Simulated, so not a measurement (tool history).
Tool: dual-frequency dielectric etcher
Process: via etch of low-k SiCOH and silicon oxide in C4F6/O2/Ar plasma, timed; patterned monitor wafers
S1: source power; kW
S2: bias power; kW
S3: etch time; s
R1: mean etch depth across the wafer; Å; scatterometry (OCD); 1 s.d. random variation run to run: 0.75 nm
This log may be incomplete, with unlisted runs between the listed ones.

{"run": 1, "day": 0.0, "S1": 0.26, "S2": 0.258, "S3": 68.5, "R1": 1601.0}
{"run": 2, "day": 0.25, "S1": 0.26, "S2": 0.274, "S3": 68.5, "R1": 1632.1}
{"run": 3, "day": 0.496, "S1": 0.26, "S2": 0.273, "S3": 68.5, "R1": 1637.6}
{"run": 4, "day": 0.625, "S1": 0.26, "S2": 0.272, "S3": 68.5, "R1": 1640.1}
{"run": 5, "day": 0.854, "S1": 0.26, "S2": 0.271, "S3": 68.5, "R1": 1629.1}
{"run": 6, "day": 0.929, "S1": 0.26, "S2": 0.304, "S3": 68.5, "R1": 1674.8}
{"run": 7, "day": 1.154, "S1": 0.26, "S2": 0.304, "S3": 68.5, "R1": 1692.7}
{"run": 8, "day": 1.412, "S1": 0.25, "S2": 0.303, "S3": 68.5, "R1": 1663.6}

What will run 9 give?
{"run": 9, "day": 1.679, "S1": 0.25, "S2": 0.302, "S3": 68.5, "R1": "?"}

{"run 9": {"R1": 1669.9}}
